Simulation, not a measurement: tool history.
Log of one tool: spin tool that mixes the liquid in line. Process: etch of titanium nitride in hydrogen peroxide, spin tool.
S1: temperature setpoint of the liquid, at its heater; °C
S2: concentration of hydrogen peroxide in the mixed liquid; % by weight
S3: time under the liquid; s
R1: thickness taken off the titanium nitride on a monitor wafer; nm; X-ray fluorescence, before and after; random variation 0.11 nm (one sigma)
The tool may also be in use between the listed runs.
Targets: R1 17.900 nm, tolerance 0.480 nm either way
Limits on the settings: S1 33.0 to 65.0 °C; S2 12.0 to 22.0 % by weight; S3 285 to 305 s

Run 1, hour 0.0: S1 49.0 °C, S2 15.0 % by weight, S3 285 s. Result: R1 13.527 nm.
Run 2, hour 5.8: S1 50.5 °C, S2 15.0 % by weight, S3 285 s. Result: R1 15.064 nm.
Run 3, hour 14.4: S1 57.0 °C, S2 15.0 % by weight, S3 285 s. Result: R1 24.152 nm.
Run 4, hour 19.6: S1 57.0 °C, S2 15.0 % by weight, S3 285 s. Result: R1 23.969 nm.
Run 5, hour 22.3: S1 57.0 °C, S2 13.0 % by weight, S3 285 s. Result: R1 23.238 nm.
Run 6, hour 26.3: S1 57.0 °C, S2 16.0 % by weight, S3 285 s. Result: R1 24.220 nm.
Run 7, hour 34.8: S1 55.5 °C, S2 16.0 % by weight, S3 285 s. Result: R1 21.961 nm.
Run 8, hour 42.5: S1 52.0 °C, S2 16.0 % by weight, S3 285 s. Result: R1 17.251 nm.

Exactly one of the 5 candidate moves below puts every result within its allowed miss. Which one?
Run A, hour 50.2: S1 52.5 °C, S2 15.5 % by weight, S3 305 s. Result: R1 ?.
Run B, hour 50.2: S1 52.0 °C, S2 15.5 % by weight, S3 285 s. Result: R1 ?.
Run C, hour 50.2: S1 52.0 °C, S2 14.0 % by weight, S3 305 s. Result: R1 ?.
Run D, hour 50.2: S1 51.0 °C, S2 14.5 % by weight, S3 305 s. Result: R1 ?.
Run E, hour 50.2: S1 51.0 °C, S2 16.5 % by weight, S3 285 s. Result: R1 ?.

move      R1
   A  18.896
   B  17.039
   C  17.848
   D  16.739
   E  16.073
A: pushes the last run's worst result past its target
B: lands further from the targets than the last run did
C: all results in spec
D: lands further from the targets than the last run did
E: lands further from the targets than the last run did
The right move is C.

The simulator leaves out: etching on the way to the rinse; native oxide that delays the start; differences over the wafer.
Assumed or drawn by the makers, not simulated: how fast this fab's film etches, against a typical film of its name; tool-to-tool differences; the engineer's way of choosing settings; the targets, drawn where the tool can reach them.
